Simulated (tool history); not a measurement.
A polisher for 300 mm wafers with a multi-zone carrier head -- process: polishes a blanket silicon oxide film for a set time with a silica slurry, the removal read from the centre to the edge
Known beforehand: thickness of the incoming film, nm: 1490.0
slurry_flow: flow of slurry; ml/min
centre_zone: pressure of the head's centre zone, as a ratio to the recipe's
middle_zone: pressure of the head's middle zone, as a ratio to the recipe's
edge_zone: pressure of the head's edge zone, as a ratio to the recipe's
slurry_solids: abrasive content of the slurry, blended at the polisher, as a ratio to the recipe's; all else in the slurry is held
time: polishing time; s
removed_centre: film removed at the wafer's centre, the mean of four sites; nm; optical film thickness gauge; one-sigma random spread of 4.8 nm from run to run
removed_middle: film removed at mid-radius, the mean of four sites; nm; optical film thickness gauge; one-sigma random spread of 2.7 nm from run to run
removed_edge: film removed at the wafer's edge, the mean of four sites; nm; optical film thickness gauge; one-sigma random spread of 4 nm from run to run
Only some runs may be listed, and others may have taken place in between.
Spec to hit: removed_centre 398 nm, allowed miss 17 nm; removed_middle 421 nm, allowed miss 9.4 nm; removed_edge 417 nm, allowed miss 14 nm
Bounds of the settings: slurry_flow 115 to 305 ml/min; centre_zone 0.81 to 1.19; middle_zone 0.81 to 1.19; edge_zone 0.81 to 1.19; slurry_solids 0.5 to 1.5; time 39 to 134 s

{"run": 1, "hour": 0.0, "slurry_flow": 195, "centre_zone": 1, "middle_zone": 1, "edge_zone": 1, "slurry_solids": 1, "time": 86, "removed_centre": 323.21, "removed_middle": 322.04, "removed_edge": 322.7}
{"run": 2, "hour": 0.7, "slurry_flow": 205, "centre_zone": 1, "middle_zone": 1.02, "edge_zone": 1.03, "slurry_solids": 1.05, "time": 86, "removed_centre": 333.61, "removed_middle": 339.04, "removed_edge": 336.45}
{"run": 3, "hour": 3.9, "slurry_flow": 210, "centre_zone": 1, "middle_zone": 1.03, "edge_zone": 1.05, "slurry_solids": 1.1, "time": 86, "removed_centre": 336.25, "removed_middle": 343.88, "removed_edge": 351.85}
{"run": 4, "hour": 11.9, "slurry_flow": 210, "centre_zone": 1.06, "middle_zone": 1.03, "edge_zone": 1.05, "slurry_solids": 1.1, "time": 86, "removed_centre": 357.7, "removed_middle": 347.5, "removed_edge": 345.81}
{"run": 5, "hour": 14.9, "slurry_flow": 220, "centre_zone": 1.06, "middle_zone": 1.05, "edge_zone": 1.07, "slurry_solids": 1.15, "time": 86, "removed_centre": 367.36, "removed_middle": 361.94, "removed_edge": 359.3}
{"run": 6, "hour": 21.1, "slurry_flow": 220, "centre_zone": 1.06, "middle_zone": 1.05, "edge_zone": 1.07, "slurry_solids": 1.25, "time": 86, "removed_centre": 392.17, "removed_middle": 372.14, "removed_edge": 366.78}
{"run": 7, "hour": 26.0, "slurry_flow": 230, "centre_zone": 1.05, "middle_zone": 1.06, "edge_zone": 1.09, "slurry_solids": 1.25, "time": 86, "removed_centre": 380.89, "removed_middle": 377.99, "removed_edge": 370.05}
{"run": 8, "hour": 30.2, "slurry_flow": 260, "centre_zone": 1.05, "middle_zone": 1.09, "edge_zone": 1.19, "slurry_solids": 1.4, "time": 86, "removed_centre": 400.64, "removed_middle": 406.13, "removed_edge": 404.95}
{"run": 9, "hour": 35.8, "slurry_flow": 260, "centre_zone": 1.04, "middle_zone": 1.09, "edge_zone": 1.19, "slurry_solids": 1.4, "time": 86, "removed_centre": 398.72, "removed_middle": 405.09, "removed_edge": 406.63}

5 candidate next runs follow, results not yet known. Just one meets every target within its allowed miss. Identify it.
{"run": "A", "hour": 41.4, "slurry_flow": 210, "centre_zone": 1.12, "middle_zone": 1.13, "edge_zone": 1.19, "slurry_solids": 1.5, "time": 87, "removed_centre": "?", "removed_middle": "?", "removed_edge": "?"}
{"run": "B", "hour": 41.4, "slurry_flow": 275, "centre_zone": 0.95, "middle_zone": 1.14, "edge_zone": 1.19, "slurry_solids": 1.35, "time": 87, "removed_centre": "?", "removed_middle": "?", "removed_edge": "?"}
{"run": "C", "hour": 41.4, "slurry_flow": 255, "centre_zone": 0.87, "middle_zone": 1.11, "edge_zone": 1.19, "slurry_solids": 1.45, "time": 91, "removed_centre": "?", "removed_middle": "?", "removed_edge": "?"}
{"run": "D", "hour": 41.4, "slurry_flow": 265, "centre_zone": 1.03, "middle_zone": 1.13, "edge_zone": 1.19, "slurry_solids": 1.3, "time": 89, "removed_centre": "?", "removed_middle": "?", "removed_edge": "?"}
{"run": "E", "hour": 41.4, "slurry_flow": 275, "centre_zone": 1.1, "middle_zone": 1.1, "edge_zone": 1.17, "slurry_solids": 1.25, "time": 92, "removed_centre": "?", "removed_middle": "?", "removed_edge": "?"}

move=A removed_centre=438.79 removed_middle=423.34 removed_edge=423.87
move=B removed_centre=371.65 removed_middle=425.38 removed_edge=419.01
move=C removed_centre=360.95 removed_middle=441.88 removed_edge=446.22
move=D removed_centre=405.52 removed_middle=424.62 removed_edge=422.07
move=E removed_centre=443.73 removed_middle=424.7 removed_edge=428.12
A: corrects the largest miss of the last run, while another result sits out of spec
B: corrects the largest miss of the last run, while another result sits out of spec
C: carries the result that was furthest off beyond its target, to the other side
D: in spec on every target
E: corrects the largest miss of the last run, while another result sits out of spec
So the answer is move D, the one that meets all the targets.
